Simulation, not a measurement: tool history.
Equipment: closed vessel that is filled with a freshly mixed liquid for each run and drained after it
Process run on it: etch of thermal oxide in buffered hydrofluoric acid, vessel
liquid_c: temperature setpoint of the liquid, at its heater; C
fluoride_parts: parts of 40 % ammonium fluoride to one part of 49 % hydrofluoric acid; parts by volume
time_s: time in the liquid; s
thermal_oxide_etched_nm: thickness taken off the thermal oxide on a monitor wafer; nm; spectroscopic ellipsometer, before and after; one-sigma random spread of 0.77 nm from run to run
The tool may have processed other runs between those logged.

{"run": 1, "hour": 0.0, "liquid_c": 20, "fluoride_parts": 8.5, "time_s": 100, "thermal_oxide_etched_nm": 93.159}
{"run": 2, "hour": 2.1, "liquid_c": 20, "fluoride_parts": 8.5, "time_s": 105, "thermal_oxide_etched_nm": 97.452}
{"run": 3, "hour": 6.5, "liquid_c": 20, "fluoride_parts": 7.5, "time_s": 105, "thermal_oxide_etched_nm": 111.77}
{"run": 4, "hour": 15.7, "liquid_c": 20, "fluoride_parts": 5, "time_s": 105, "thermal_oxide_etched_nm": 160.83}
{"run": 5, "hour": 19.2, "liquid_c": 21.5, "fluoride_parts": 5, "time_s": 105, "thermal_oxide_etched_nm": 174.52}
{"run": 6, "hour": 22.8, "liquid_c": 21.5, "fluoride_parts": 5, "time_s": 100, "thermal_oxide_etched_nm": 166.55}
{"run": 7, "hour": 31.1, "liquid_c": 22.5, "fluoride_parts": 5, "time_s": 100, "thermal_oxide_etched_nm": 176.63}
{"run": 8, "hour": 38.0, "liquid_c": 22.5, "fluoride_parts": 5, "time_s": 100, "thermal_oxide_etched_nm": 175.5}
{"run": 9, "hour": 46.9, "liquid_c": 23.5, "fluoride_parts": 5, "time_s": 100, "thermal_oxide_etched_nm": 185.92}

What does the tool deliver on the next run?
{"run": 10, "hour": 53.8, "liquid_c": 24.5, "fluoride_parts": 5, "time_s": 100, "thermal_oxide_etched_nm": "?"}

{"run 10": {"thermal_oxide_etched_nm": 196.83}}
